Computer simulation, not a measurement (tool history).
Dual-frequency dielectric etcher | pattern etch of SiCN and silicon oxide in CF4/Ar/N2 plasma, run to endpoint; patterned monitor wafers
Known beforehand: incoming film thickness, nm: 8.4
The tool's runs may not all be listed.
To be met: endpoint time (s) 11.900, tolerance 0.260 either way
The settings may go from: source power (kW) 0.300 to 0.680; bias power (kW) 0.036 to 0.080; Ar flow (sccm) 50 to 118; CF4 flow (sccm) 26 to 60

Run 1, hour 0.0: source power (kW) 0.490, bias power (kW) 0.058, Ar flow (sccm) 84, CF4 flow (sccm) 43. Result: endpoint time (s) 10.166.
Run 2, hour 6.4: source power (kW) 0.490, bias power (kW) 0.058, Ar flow (sccm) 84, CF4 flow (sccm) 38. Result: endpoint time (s) 10.441.
Run 3, hour 13.7: source power (kW) 0.480, bias power (kW) 0.058, Ar flow (sccm) 84, CF4 flow (sccm) 38. Result: endpoint time (s) 10.545.
Run 4, hour 20.6: source power (kW) 0.480, bias power (kW) 0.058, Ar flow (sccm) 74, CF4 flow (sccm) 38. Result: endpoint time (s) 10.455.
Run 5, hour 23.6: source power (kW) 0.470, bias power (kW) 0.058, Ar flow (sccm) 74, CF4 flow (sccm) 38. Result: endpoint time (s) 10.549.
Run 6, hour 28.2: source power (kW) 0.460, bias power (kW) 0.058, Ar flow (sccm) 74, CF4 flow (sccm) 38. Result: endpoint time (s) 10.943.
Run 7, hour 32.1: source power (kW) 0.450, bias power (kW) 0.058, Ar flow (sccm) 74, CF4 flow (sccm) 38. Result: endpoint time (s) 11.227.
Run 8, hour 33.5: source power (kW) 0.440, bias power (kW) 0.058, Ar flow (sccm) 74, CF4 flow (sccm) 38. Result: endpoint time (s) 11.415.

Exactly one of the 4 candidate moves below puts every result within its allowed miss. Which one?
Run A, hour 34.9: source power (kW) 0.420, bias power (kW) 0.060, Ar flow (sccm) 68, CF4 flow (sccm) 38. Result: endpoint time (s) ?.
Run B, hour 34.9: source power (kW) 0.420, bias power (kW) 0.056, Ar flow (sccm) 81, CF4 flow (sccm) 38. Result: endpoint time (s) ?.
Run C, hour 34.9: source power (kW) 0.430, bias power (kW) 0.060, Ar flow (sccm) 72, CF4 flow (sccm) 43. Result: endpoint time (s) ?.
Run D, hour 34.9: source power (kW) 0.460, bias power (kW) 0.050, Ar flow (sccm) 83, CF4 flow (sccm) 48. Result: endpoint time (s) ?.

move  endpoint time (s)
   A             11.721
   B             12.402
   C             11.336
   D             11.207
A: meets every target
B: the result that was furthest off in the last run now lies on the other side of its target
C: its largest miss is bigger than the last run's
D: its largest miss is bigger than the last run's
A meets every target.
